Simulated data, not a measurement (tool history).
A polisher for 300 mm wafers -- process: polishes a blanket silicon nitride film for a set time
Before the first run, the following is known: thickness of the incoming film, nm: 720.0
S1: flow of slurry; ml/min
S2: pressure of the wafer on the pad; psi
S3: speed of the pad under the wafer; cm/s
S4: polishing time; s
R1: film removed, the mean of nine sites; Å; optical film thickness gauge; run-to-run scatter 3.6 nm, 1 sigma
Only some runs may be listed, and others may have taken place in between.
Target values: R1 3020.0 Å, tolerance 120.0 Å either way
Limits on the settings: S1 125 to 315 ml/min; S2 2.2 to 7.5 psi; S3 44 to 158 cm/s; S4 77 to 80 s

run,day,S1,S2,S3,S4,R1
1,0.000,205,4.8,100,77,1792.1
2,0.371,205,5.6,102,77,2127.0
3,0.625,205,5.6,102,77,2046.0
4,0.912,205,6.2,106,77,2371.7
5,1.192,205,6.6,106,77,2544.8
6,1.354,205,6.6,106,77,2473.9
7,1.462,205,6.9,108,77,2672.2
8,1.796,205,7.1,110,77,2755.9

Pick the move, out of 5, that brings all results within their allowed miss; only one does.
A,2.129,260,5.8,126,77,?
B,2.129,175,7.2,98,79,?
C,2.129,220,7.4,106,80,?
D,2.129,170,7.1,102,77,?
E,2.129,260,6.3,108,80,?

move,R1
A,2672.3
B,2558.4
C,2977.3
D,2521.9
E,2660.6
A: moves away from the targets compared with the last run
B: moves away from the targets compared with the last run
C: meets every target
D: moves away from the targets compared with the last run
E: moves away from the targets compared with the last run
Go with C: it meets all targets.

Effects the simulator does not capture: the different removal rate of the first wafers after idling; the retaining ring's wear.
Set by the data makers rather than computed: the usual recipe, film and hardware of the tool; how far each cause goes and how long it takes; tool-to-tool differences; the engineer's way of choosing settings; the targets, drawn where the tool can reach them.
